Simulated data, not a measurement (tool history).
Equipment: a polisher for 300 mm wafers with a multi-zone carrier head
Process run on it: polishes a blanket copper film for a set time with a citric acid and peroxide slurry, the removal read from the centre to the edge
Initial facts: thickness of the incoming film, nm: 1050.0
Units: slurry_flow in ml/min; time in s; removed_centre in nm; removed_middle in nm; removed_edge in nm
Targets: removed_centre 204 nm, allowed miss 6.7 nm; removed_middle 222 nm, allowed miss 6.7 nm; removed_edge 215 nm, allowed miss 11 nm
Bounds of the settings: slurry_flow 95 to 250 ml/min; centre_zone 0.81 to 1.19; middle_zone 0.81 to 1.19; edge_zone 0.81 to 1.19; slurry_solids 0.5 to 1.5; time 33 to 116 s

run  hour  slurry_flow  centre_zone  middle_zone  edge_zone  slurry_solids  time  removed_centre  removed_middle  removed_edge
  1     0          160            1            1          1              1    74          154.97          152.16        153.31
  2   1.9          160            1            1       1.07              1    74           155.6          153.64        161.05
  3   9.6          160            1            1       1.13              1    74          154.77           153.1        162.51
  4  12.5          160            1            1       1.13            0.9    74           151.1          151.86        164.29
  5  15.4          160            1            1       1.13            0.9    86          176.97          173.56        181.62
  6  19.8          175         0.98         1.02       1.15              1    87          183.12          186.87         187.3
  7  23.8          165         0.96         1.02       1.16            1.1    90          182.98          192.81        196.42
  8  24.4          175         0.95         1.03       1.17            1.2    91          187.23          202.88        209.74
  9  25.1          190         0.96         1.04       1.17            1.2    91          192.15          203.25        203.38
 10  28.3          190         0.96         1.05       1.17           1.25    92          197.83          209.77         220.6
 11  31.1          195         0.96         1.06       1.16            1.2    93          199.14          214.24        216.24

4 next moves are on the table. One of them brings every result within its allowed miss. Which?
  A  33.9          190            1         1.04       1.11            1.2    90               ?               ?             ?
  B  33.9          245         0.99          1.1       1.16            0.5   103               ?               ?             ?
  C  33.9          205         0.97         1.08       1.07            1.1    90               ?               ?             ?
  D  33.9          195         0.98         0.97       1.19            1.4    92               ?               ?             ?

move  removed_centre  removed_middle  removed_edge
   A          197.31          200.78        201.95
   B          204.96          220.17        214.08
   C          190.78          206.49        196.79
   D          203.46          199.25        220.35
A: further off than the last run
B: every result within its allowed miss
C: further off than the last run
D: further off than the last run
So the answer is move B, the one that meets all the targets.
